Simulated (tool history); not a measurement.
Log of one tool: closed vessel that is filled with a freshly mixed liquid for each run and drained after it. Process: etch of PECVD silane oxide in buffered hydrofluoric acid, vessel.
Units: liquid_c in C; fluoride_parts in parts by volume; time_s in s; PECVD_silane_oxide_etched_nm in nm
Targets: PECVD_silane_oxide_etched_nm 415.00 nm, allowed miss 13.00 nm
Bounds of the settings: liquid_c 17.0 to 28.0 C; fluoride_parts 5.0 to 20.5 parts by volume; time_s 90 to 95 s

run    day  liquid_c  fluoride_parts  time_s  PECVD_silane_oxide_etched_nm
  1  0.000      20.0            12.5      90                        145.95
  2  0.142      22.0            12.5      90                        167.50
  3  0.238      24.0            10.5      90                        219.98
  4  0.354      24.0            10.5      90                        218.04
  5  0.646      24.0             7.5      90                        297.26
     0.979  -- thermometer replaced
  6  0.979      25.0             7.0      90                        355.92
  7  1.029      25.5             7.0      90                        371.77
  8  1.221      26.0             7.0      90                        385.17

5 next moves are on the table. One of them brings every result within its allowed miss. Which?
  A  1.412      25.5             5.5      90                             ?
  B  1.412      26.0             7.5      90                             ?
  C  1.412      24.0             5.5      95                             ?
  D  1.412      28.0             8.0      90                             ?
  E  1.412      28.0             7.5      95                             ?

move  PECVD_silane_oxide_etched_nm
   A                        450.58
   B                        349.28
   C                        438.53
   D                        362.46
   E                        410.23
A: takes the result that was furthest off past its target
B: further off than the last run
C: takes the result that was furthest off past its target
D: further off than the last run
E: meets every target
The right move is E.
